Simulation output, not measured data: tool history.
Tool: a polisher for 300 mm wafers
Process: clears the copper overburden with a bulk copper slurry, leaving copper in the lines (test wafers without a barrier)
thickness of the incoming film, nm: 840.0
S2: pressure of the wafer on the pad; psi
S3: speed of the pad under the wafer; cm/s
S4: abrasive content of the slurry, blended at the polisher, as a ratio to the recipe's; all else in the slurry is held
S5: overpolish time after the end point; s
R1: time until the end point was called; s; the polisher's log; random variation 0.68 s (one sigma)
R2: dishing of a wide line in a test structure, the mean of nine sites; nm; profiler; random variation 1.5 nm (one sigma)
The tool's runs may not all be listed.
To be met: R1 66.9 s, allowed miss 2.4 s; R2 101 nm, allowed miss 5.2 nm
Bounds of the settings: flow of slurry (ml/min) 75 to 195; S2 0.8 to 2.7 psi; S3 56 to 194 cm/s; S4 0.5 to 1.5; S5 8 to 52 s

Run 1, hour 0: flow of slurry (ml/min) 125, S2 1.7 psi, S3 124 cm/s, S4 1, S5 26 s. Result: R1 106.82 s, R2 77.697 nm.
Run 2, hour 2.2: flow of slurry (ml/min) 125, S2 1.7 psi, S3 124 cm/s, S4 1.15, S5 26 s. Result: R1 102.96 s, R2 78.176 nm.
Run 3, hour 4.8: flow of slurry (ml/min) 125, S2 1.7 psi, S3 124 cm/s, S4 1.15, S5 17 s. Result: R1 101.91 s, R2 64.757 nm.
Run 4, hour 12.8: flow of slurry (ml/min) 125, S2 1.7 psi, S3 142 cm/s, S4 1.15, S5 17 s. Result: R1 87.693 s, R2 67.016 nm.
Run 5, hour 18.8: flow of slurry (ml/min) 130, S2 1.8 psi, S3 140 cm/s, S4 1.15, S5 20 s. Result: R1 86.544 s, R2 77.162 nm.
Run 6, hour 23.9: flow of slurry (ml/min) 130, S2 1.8 psi, S3 140 cm/s, S4 1.35, S5 20 s. Result: R1 82.65 s, R2 78.098 nm.
Run 7, hour 29.4: flow of slurry (ml/min) 135, S2 1.9 psi, S3 140 cm/s, S4 1.35, S5 21 s. Result: R1 78.816 s, R2 80.777 nm.
Run 8, hour 32.1: flow of slurry (ml/min) 135, S2 1.9 psi, S3 140 cm/s, S4 1.35, S5 21 s. Result: R1 77.744 s, R2 81.336 nm.
Run 9, hour 37.7: flow of slurry (ml/min) 135, S2 2 psi, S3 140 cm/s, S4 1.35, S5 22 s. Result: R1 73.582 s, R2 84.308 nm.

Which of these 4 next moves meets every target?
Run A, hour 43.3: flow of slurry (ml/min) 130, S2 2.3 psi, S3 134 cm/s, S4 1.35, S5 29 s. Result: R1 ?, R2 ?.
Run B, hour 43.3: flow of slurry (ml/min) 155, S2 2.4 psi, S3 126 cm/s, S4 1.3, S5 20 s. Result: R1 ?, R2 ?.
Run C, hour 43.3: flow of slurry (ml/min) 160, S2 2.3 psi, S3 144 cm/s, S4 1.2, S5 20 s. Result: R1 ?, R2 ?.
Run D, hour 43.3: flow of slurry (ml/min) 165, S2 2.1 psi, S3 140 cm/s, S4 1.5, S5 20 s. Result: R1 ?, R2 ?.

move      R1      R2
   A  67.089   97.82
   B  67.507  88.613
   C  62.801  89.873
   D  66.533  85.826
A: meets every target
B: nearer than the last run, and not there yet
C: nearer than the last run, and not there yet
D: nearer than the last run, and not there yet
Answer: A
